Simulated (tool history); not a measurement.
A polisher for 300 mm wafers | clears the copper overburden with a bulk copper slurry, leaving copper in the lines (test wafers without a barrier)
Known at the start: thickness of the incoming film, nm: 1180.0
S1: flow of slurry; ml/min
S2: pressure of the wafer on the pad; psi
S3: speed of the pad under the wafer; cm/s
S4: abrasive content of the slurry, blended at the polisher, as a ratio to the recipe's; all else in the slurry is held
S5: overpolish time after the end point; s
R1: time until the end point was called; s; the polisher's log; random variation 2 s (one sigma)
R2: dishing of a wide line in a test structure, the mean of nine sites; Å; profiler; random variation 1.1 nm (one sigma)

{"run": 1, "hour": 0.0, "S1": 265, "S2": 2.8, "S3": 114, "S4": 1.0, "S5": 22, "R1": 124.14, "R2": 1065.5}
{"run": 2, "hour": 7.8, "S1": 265, "S2": 2.7, "S3": 114, "S4": 1.0, "S5": 21, "R1": 125.72, "R2": 997.42}
{"run": 3, "hour": 16.7, "S1": 265, "S2": 2.7, "S3": 114, "S4": 1.0, "S5": 13, "R1": 128.09, "R2": 754.74}
{"run": 4, "hour": 18.1, "S1": 265, "S2": 2.6, "S3": 114, "S4": 1.0, "S5": 14, "R1": 131.79, "R2": 740.05}
{"run": 5, "hour": 21.0, "S1": 265, "S2": 2.6, "S3": 132, "S4": 1.0, "S5": 14, "R1": 112.07, "R2": 829.93}
{"run": 6, "hour": 24.0, "S1": 265, "S2": 2.4, "S3": 130, "S4": 1.0, "S5": 15, "R1": 125.17, "R2": 804.69}
{"run": 7, "hour": 31.6, "S1": 265, "S2": 2.3, "S3": 130, "S4": 1.0, "S5": 16, "R1": 130.2, "R2": 828.11}
{"run": 8, "hour": 35.1, "S1": 265, "S2": 2.2, "S3": 130, "S4": 1.0, "S5": 16, "R1": 134.46, "R2": 780.61}
{"run": 9, "hour": 43.5, "S1": 265, "S2": 2.1, "S3": 130, "S4": 1.0, "S5": 17, "R1": 146.16, "R2": 774.03}

Forecast run 10:
{"run": 10, "hour": 45.9, "S1": 265, "S2": 2.0, "S3": 130, "S4": 1.0, "S5": 18, "R1": "?", "R2": "?"}

R1: 148.32 s
R2: 809.96 Å
